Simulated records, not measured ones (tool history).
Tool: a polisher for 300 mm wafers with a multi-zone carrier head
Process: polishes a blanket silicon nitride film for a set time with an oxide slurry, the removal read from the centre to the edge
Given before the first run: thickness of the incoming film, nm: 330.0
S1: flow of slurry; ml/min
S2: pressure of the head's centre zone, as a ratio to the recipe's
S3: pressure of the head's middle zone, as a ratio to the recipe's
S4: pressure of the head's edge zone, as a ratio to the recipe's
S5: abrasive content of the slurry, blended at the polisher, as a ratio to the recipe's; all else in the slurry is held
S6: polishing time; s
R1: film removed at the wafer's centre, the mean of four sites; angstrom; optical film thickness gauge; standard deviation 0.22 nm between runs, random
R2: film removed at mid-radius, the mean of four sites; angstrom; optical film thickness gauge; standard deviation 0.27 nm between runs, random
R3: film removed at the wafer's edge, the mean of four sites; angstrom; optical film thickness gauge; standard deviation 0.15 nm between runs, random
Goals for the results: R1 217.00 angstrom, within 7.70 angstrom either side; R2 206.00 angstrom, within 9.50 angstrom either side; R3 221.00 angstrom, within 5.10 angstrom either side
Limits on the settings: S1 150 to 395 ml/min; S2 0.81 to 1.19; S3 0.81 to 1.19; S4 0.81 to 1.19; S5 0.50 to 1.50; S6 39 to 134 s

run 1 day=0.000 | S1=250 S2=1.00 S3=1.00 S4=1.00 S5=1.00 S6=86 | R1=504.71 R2=489.35 R3=516.55
run 2 day=0.221 | S1=240 S2=0.98 S3=0.97 S4=0.95 S5=0.85 S6=70 | R1=362.75 R2=352.19 R3=379.33
run 3 day=0.375 | S1=235 S2=0.98 S3=0.96 S4=0.91 S5=0.75 S6=62 | R1=299.92 R2=281.81 R3=306.05
run 4 day=0.429 | S1=230 S2=0.97 S3=0.96 S4=0.88 S5=0.65 S6=60 | R1=258.91 R2=245.67 R3=258.53
run 5 day=0.462 | S1=215 S2=0.95 S3=0.94 S4=0.86 S5=0.65 S6=60 | R1=247.38 R2=249.37 R3=257.90
run 6 day=0.521 | S1=220 S2=0.95 S3=0.92 S4=0.85 S5=0.60 S6=60 | R1=231.12 R2=224.62 R3=238.26
run 7 day=0.562 | S1=220 S2=0.95 S3=0.91 S4=0.84 S5=0.60 S6=60 | R1=238.21 R2=223.72 R3=238.22
run 8 day=0.800 | S1=210 S2=0.94 S3=0.90 S4=0.83 S5=0.60 S6=60 | R1=228.23 R2=226.46 R3=236.84
run 9 day=0.996 | S1=210 S2=0.94 S3=0.89 S4=0.82 S5=0.60 S6=60 | R1=231.24 R2=221.09 R3=236.85
run 10 day=1.292 | S1=190 S2=0.94 S3=0.89 S4=0.81 S5=0.50 S6=59 | R1=188.63 R2=178.78 R3=197.05
run 11 day=1.471 | S1=210 S2=0.94 S3=0.89 S4=0.82 S5=0.50 S6=59 | R1=195.32 R2=180.19 R3=199.21
run 12 day=1.608 | S1=240 S2=0.93 S3=0.91 S4=0.84 S5=0.50 S6=59 | R1=193.33 R2=189.08 R3=201.91
run 13 day=1.888 | S1=235 S2=0.95 S3=0.94 S4=0.86 S5=0.50 S6=59 | R1=195.61 R2=195.81 R3=205.60
run 14 day=1.938 | S1=235 S2=0.95 S3=0.94 S4=0.86 S5=0.50 S6=59 | R1=198.87 R2=189.80 R3=202.69
run 15 day=2.121 | S1=230 S2=0.96 S3=0.95 S4=0.87 S5=0.50 S6=59 | R1=201.84 R2=195.71 R3=204.32
run 16 day=2.375 | S1=230 S2=0.97 S3=0.95 S4=0.89 S5=0.50 S6=59 | R1=203.55 R2=197.57 R3=206.97
run 17 day=2.412 | S1=225 S2=0.98 S3=0.95 S4=0.91 S5=0.50 S6=59 | R1=205.11 R2=195.89 R3=207.36
run 18 day=2.471 | S1=225 S2=0.99 S3=0.95 S4=0.93 S5=0.50 S6=59 | R1=208.51 R2=196.22 R3=212.64
run 19 day=2.675 | S1=225 S2=1.00 S3=0.96 S4=0.94 S5=0.50 S6=59 | R1=204.51 R2=196.77 R3=210.82
run 20 day=2.971 | S1=225 S2=1.01 S3=0.97 S4=0.95 S5=0.50 S6=59 | R1=211.05 R2=198.62 R3=214.17

Exactly one of the 5 candidate moves below puts every result within its allowed miss. Which one?
run A day=3.267 | S1=225 S2=1.04 S3=1.01 S4=0.94 S5=0.65 S6=47 | R1=? R2=? R3=?
run B day=3.267 | S1=200 S2=0.93 S3=1.00 S4=0.87 S5=0.55 S6=55 | R1=? R2=? R3=?
run C day=3.267 | S1=250 S2=1.04 S3=1.01 S4=1.03 S5=0.50 S6=59 | R1=? R2=? R3=?
run D day=3.267 | S1=215 S2=1.00 S3=1.00 S4=0.90 S5=0.55 S6=55 | R1=? R2=? R3=?
run E day=3.267 | S1=235 S2=0.97 S3=0.90 S4=1.04 S5=0.50 S6=60 | R1=? R2=? R3=?

move=A R1=210.72 R2=202.47 R3=209.12
move=B R1=189.14 R2=202.28 R3=204.55
move=C R1=216.62 R2=207.79 R3=222.95
move=D R1=206.14 R2=204.55 R3=209.36
move=E R1=203.33 R2=190.34 R3=226.68
A: moves away from the targets compared with the last run
B: moves away from the targets compared with the last run
C: all results land within tolerance of their targets
D: moves away from the targets compared with the last run
E: carries the result that was furthest off beyond its target, to the other side
Go with C: it meets all targets.

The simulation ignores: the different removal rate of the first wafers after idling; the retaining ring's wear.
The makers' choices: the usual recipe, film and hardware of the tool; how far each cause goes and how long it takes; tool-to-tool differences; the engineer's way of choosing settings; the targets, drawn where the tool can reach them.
